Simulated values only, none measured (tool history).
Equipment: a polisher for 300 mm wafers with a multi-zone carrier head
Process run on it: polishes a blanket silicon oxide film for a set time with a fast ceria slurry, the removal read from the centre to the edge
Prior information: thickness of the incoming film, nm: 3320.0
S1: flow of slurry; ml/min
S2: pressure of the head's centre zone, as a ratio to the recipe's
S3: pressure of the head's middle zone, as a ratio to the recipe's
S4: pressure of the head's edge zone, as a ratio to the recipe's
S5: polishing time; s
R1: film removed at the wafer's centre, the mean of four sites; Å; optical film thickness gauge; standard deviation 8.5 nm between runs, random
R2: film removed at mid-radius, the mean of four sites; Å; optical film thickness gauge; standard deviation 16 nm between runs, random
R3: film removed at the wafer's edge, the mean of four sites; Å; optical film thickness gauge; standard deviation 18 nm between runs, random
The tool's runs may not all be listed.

run,hour,S1,S2,S3,S4,S5,R1,R2,R3
1,0,225,1,1,1,73,10933,10825,10935
2,6.2,225,1,0.97,1,73,10868,10552,10815
3,7.2,225,1.06,0.97,1,73,11493,10501,10897
4,10.6,250,1.05,1.04,0.99,77,12246,11608,11132
5,11.5,240,1.02,1.08,0.99,82,12595,12710,11693
6,14,240,0.98,1.08,0.99,82,12214,12779,12188

Run 7 comes next. What will it give?
7,16,245,0.97,1.12,0.97,85,?,?,?

Run 7 yielded R1 12402 Å, R2 13775 Å, R3 12507 Å.
